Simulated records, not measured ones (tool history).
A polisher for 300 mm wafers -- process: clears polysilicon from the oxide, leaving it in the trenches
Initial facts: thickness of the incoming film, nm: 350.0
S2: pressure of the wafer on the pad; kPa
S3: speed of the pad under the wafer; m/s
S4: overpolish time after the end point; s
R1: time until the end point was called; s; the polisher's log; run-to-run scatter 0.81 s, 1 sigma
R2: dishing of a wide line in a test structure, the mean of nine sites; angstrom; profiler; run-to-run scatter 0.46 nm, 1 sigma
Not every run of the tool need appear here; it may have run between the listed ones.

run 1 hour=0.0 | flow_of_slurry_(ml/min)=200 S2=11.0 S3=1.12 S4=23 | R1=34.833 R2=406.91
run 2 hour=2.2 | flow_of_slurry_(ml/min)=200 S2=9.7 S3=1.04 S4=19 | R1=41.053 R2=402.75
run 3 hour=6.0 | flow_of_slurry_(ml/min)=200 S2=6.9 S3=1.04 S4=19 | R1=56.559 R2=390.15
run 4 hour=7.5 | flow_of_slurry_(ml/min)=245 S2=6.9 S3=1.04 S4=19 | R1=54.385 R2=382.40
run 5 hour=14.2 | flow_of_slurry_(ml/min)=245 S2=6.9 S3=1.04 S4=11 | R1=56.226 R2=331.24
run 6 hour=19.4 | flow_of_slurry_(ml/min)=270 S2=6.9 S3=1.04 S4=11 | R1=55.144 R2=322.77
run 7 hour=24.2 | flow_of_slurry_(ml/min)=260 S2=6.2 S3=1.00 S4=11 | R1=63.367 R2=310.92

Expected results for the next run?
run 8 hour=32.7 | flow_of_slurry_(ml/min)=245 S2=5.5 S3=0.98 S4=12 | R1=? R2=?

{"run 8": {"R1": 72.157, "R2": 300.88}}
